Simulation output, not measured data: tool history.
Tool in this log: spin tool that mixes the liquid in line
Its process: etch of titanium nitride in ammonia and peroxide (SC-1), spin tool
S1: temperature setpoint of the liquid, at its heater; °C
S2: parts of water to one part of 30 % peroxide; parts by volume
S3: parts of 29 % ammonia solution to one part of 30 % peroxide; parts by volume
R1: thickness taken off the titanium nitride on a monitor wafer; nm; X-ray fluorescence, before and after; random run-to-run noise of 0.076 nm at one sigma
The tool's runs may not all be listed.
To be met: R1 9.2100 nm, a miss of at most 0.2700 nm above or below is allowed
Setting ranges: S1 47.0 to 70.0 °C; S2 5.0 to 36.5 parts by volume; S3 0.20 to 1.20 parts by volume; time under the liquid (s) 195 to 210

{"run": 1, "day": 0.0, "S1": 63.0, "S2": 20.5, "S3": 0.9, "time under the liquid (s)": 195, "R1": 16.528}
{"run": 2, "day": 0.042, "S1": 63.0, "S2": 20.5, "S3": 1.05, "time under the liquid (s)": 195, "R1": 17.019}
{"run": 3, "day": 0.221, "S1": 61.5, "S2": 20.5, "S3": 1.05, "time under the liquid (s)": 195, "R1": 15.418}
{"run": 4, "day": 0.392, "S1": 60.0, "S2": 20.5, "S3": 1.05, "time under the liquid (s)": 195, "R1": 13.991}
{"run": 5, "day": 0.45, "S1": 59.0, "S2": 20.5, "S3": 1.05, "time under the liquid (s)": 195, "R1": 13.12}
{"run": 6, "day": 0.646, "S1": 58.0, "S2": 20.5, "S3": 1.05, "time under the liquid (s)": 195, "R1": 12.348}
{"run": 7, "day": 0.871, "S1": 57.0, "S2": 20.5, "S3": 1.05, "time under the liquid (s)": 195, "R1": 11.463}
{"run": 8, "day": 1.038, "S1": 56.5, "S2": 20.5, "S3": 1.05, "time under the liquid (s)": 195, "R1": 11.034}
{"run": 9, "day": 1.071, "S1": 56.0, "S2": 20.5, "S3": 1.05, "time under the liquid (s)": 195, "R1": 10.787}
{"run": 10, "day": 1.317, "S1": 55.5, "S2": 20.5, "S3": 1.05, "time under the liquid (s)": 195, "R1": 10.274}
{"day": 1.633, "done": "ammonia flow meter replaced"}
{"run": 11, "day": 1.633, "S1": 55.0, "S2": 20.5, "S3": 1.05, "time under the liquid (s)": 195, "R1": 10.03}

Exactly one of the 4 candidate moves below puts every result within its allowed miss. Which one?
{"run": "A", "day": 1.95, "S1": 55.5, "S2": 24.5, "S3": 0.95, "time under the liquid (s)": 195, "R1": "?"}
{"run": "B", "day": 1.95, "S1": 55.0, "S2": 20.5, "S3": 1.0, "time under the liquid (s)": 195, "R1": "?"}
{"run": "C", "day": 1.95, "S1": 56.0, "S2": 20.0, "S3": 1.0, "time under the liquid (s)": 200, "R1": "?"}
{"run": "D", "day": 1.95, "S1": 50.5, "S2": 17.0, "S3": 0.8, "time under the liquid (s)": 210, "R1": "?"}

move=A R1=9.2521
move=B R1=9.9584
move=C R1=11.0740
move=D R1=8.3930
A: all results in spec
B: nearer than the last run, and not there yet
C: the biggest miss grows against the last run
D: takes the result that was furthest off past its target
The right move is A.
